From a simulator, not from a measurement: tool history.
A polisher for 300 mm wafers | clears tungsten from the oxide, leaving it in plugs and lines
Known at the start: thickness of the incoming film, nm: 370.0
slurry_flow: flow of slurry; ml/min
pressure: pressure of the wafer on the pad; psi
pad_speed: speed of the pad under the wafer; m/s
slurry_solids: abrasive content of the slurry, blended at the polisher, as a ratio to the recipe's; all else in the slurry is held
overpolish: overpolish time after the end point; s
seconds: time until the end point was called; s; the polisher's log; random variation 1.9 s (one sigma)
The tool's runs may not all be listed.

| run | day | slurry_flow | pressure | pad_speed | slurry_solids | overpolish | seconds |
|---|---|---|---|---|---|---|---|
| 1 | 0 | 135 | 3.5 | 0.96 | 1 | 5 | 84.534 |
| 2 | 0.346 | 135 | 3.1 | 0.94 | 1 | 5 | 97.017 |
| 3 | 0.642 | 135 | 3.5 | 0.94 | 1 | 5 | 86.682 |
| 4 | 0.662 | 135 | 3.5 | 0.94 | 1 | 5 | 86.306 |
| 5 | 1.004 | 135 | 3.1 | 0.92 | 1 | 5 | 97.832 |
| 6 | 1.288 | 135 | 2.8 | 0.88 | 1 | 5 | 114.12 |
| 7 | 1.562 | 135 | 2.8 | 0.88 | 1 | 5 | 109.92 |
| 8 | 1.904 | 135 | 2.5 | 0.86 | 1 | 5 | 127.8 |
| 9 | 2.171 | 135 | 2.3 | 0.86 | 1 | 5 | 138.61 |
| 10 | 2.383 | 135 | 2.2 | 0.86 | 1 | 5 | 145.56 |

Run 11 comes next. What will it give?
| 11 | 2.604 | 135 | 2.1 | 0.86 | 1 | 5 | ? |

{"run 11": {"seconds": 151.15}}

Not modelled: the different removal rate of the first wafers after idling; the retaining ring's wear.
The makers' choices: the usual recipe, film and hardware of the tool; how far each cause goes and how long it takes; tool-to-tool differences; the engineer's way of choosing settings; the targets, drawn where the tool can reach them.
